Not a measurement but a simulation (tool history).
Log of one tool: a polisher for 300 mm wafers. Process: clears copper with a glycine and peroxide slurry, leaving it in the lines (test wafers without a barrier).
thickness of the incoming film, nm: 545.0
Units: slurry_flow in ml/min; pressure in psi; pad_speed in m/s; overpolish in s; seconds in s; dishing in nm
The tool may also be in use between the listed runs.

run,hour,slurry_flow,pressure,pad_speed,overpolish,seconds,dishing
1,0.0,200,1.7,0.88,20,134.95,52.395
2,4.0,200,1.7,0.88,12,137.09,34.090
3,11.4,200,1.7,0.88,6,134.32,18.188
4,18.9,200,1.6,0.86,8,142.81,22.761
5,24.2,200,1.6,1.02,8,123.64,24.670
6,27.7,200,1.5,1.00,10,135.90,29.008
7,30.8,200,1.4,1.00,10,143.00,27.199

Forecast run 8:
8,37.2,200,1.3,1.00,11,?,?

Run 8 gave seconds 155.49 s, dishing 30.223 nm.

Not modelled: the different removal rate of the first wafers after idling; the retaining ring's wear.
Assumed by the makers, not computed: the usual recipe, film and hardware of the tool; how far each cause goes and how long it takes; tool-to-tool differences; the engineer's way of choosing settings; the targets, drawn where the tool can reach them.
